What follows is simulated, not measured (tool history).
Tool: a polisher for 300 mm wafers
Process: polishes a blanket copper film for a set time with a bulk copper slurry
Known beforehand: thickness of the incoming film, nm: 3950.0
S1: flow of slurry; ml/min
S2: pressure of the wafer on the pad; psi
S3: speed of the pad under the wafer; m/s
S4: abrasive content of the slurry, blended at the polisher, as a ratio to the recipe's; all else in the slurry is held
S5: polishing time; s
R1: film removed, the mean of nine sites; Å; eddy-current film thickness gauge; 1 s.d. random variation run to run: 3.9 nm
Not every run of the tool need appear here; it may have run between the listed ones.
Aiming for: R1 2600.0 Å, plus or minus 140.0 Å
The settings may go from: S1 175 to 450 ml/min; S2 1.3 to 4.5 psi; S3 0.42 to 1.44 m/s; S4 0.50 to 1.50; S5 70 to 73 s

Run 1, hour 0.0: S1 290 ml/min, S2 2.9 psi, S3 0.92 m/s, S4 1.00, S5 70 s. Result: R1 4878.2 Å.
Run 2, hour 3.7: S1 290 ml/min, S2 2.7 psi, S3 0.90 m/s, S4 1.00, S5 70 s. Result: R1 4679.2 Å.
Run 3, hour 4.4: S1 290 ml/min, S2 2.7 psi, S3 0.90 m/s, S4 0.85, S5 70 s. Result: R1 4487.2 Å.
Run 4, hour 7.4: S1 290 ml/min, S2 2.5 psi, S3 0.88 m/s, S4 0.85, S5 70 s. Result: R1 4263.0 Å.
Run 5, hour 15.5: S1 290 ml/min, S2 2.3 psi, S3 0.84 m/s, S4 0.85, S5 70 s. Result: R1 3694.1 Å.
Run 6, hour 23.9: S1 290 ml/min, S2 2.3 psi, S3 0.84 m/s, S4 1.05, S5 70 s. Result: R1 3838.1 Å.
Run 7, hour 32.6: S1 290 ml/min, S2 2.2 psi, S3 0.82 m/s, S4 1.05, S5 70 s. Result: R1 3563.6 Å.
Run 8, hour 36.6: S1 290 ml/min, S2 2.1 psi, S3 0.82 m/s, S4 1.05, S5 70 s. Result: R1 3297.2 Å.
Run 9, hour 42.2: S1 290 ml/min, S2 2.0 psi, S3 0.82 m/s, S4 1.05, S5 70 s. Result: R1 3245.1 Å.
Run 10, hour 44.8: S1 290 ml/min, S2 1.9 psi, S3 0.82 m/s, S4 1.05, S5 70 s. Result: R1 3199.2 Å.
Run 11, hour 51.2: S1 290 ml/min, S2 1.8 psi, S3 0.82 m/s, S4 1.05, S5 70 s. Result: R1 2944.0 Å.

Below are 4 possible settings for the next run. Only one of them brings all results inside the allowed miss of their targets. Which is it?
Run A, hour 57.6: S1 285 ml/min, S2 1.9 psi, S3 0.78 m/s, S4 0.95, S5 73 s. Result: R1 ?.
Run B, hour 57.6: S1 225 ml/min, S2 1.4 psi, S3 1.06 m/s, S4 1.20, S5 73 s. Result: R1 ?.
Run C, hour 57.6: S1 290 ml/min, S2 1.7 psi, S3 0.76 m/s, S4 0.95, S5 72 s. Result: R1 ?.
Run D, hour 57.6: S1 305 ml/min, S2 1.9 psi, S3 0.74 m/s, S4 0.95, S5 70 s. Result: R1 ?.

move      R1
   A  3052.8
   B  2910.3
   C  2661.8
   D  2835.5
A: lands further from the targets than the last run did
B: nearer than the last run, and not there yet
C: all results land within tolerance of their targets
D: nearer than the last run, and not there yet
The right move is C.
